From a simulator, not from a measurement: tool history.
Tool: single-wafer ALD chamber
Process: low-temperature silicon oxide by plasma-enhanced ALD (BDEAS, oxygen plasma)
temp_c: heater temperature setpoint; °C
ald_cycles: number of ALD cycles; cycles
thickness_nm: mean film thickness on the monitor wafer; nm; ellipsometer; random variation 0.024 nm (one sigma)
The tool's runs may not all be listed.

run	hour	temp_c	ald_cycles	thickness_nm
1	0.0	105	35	5.4637
2	8.9	105	39	6.0574
3	17.9	106	37	5.7127
4	22.6	108	35	5.3493
5	26.1	108	32	4.9354
6	30.9	108	37	5.6986
7	37.8	109	35	5.3617
8	40.7	109	35	5.4135
9	43.6	109	34	5.2314
10	50.1	110	33	5.0294

Run 11 comes next. What will it give?
# hour 59.0: thermocouple changed; heater temperature recalibrated
11	59.0	112	33	?

thickness_nm: 5.0267 nm
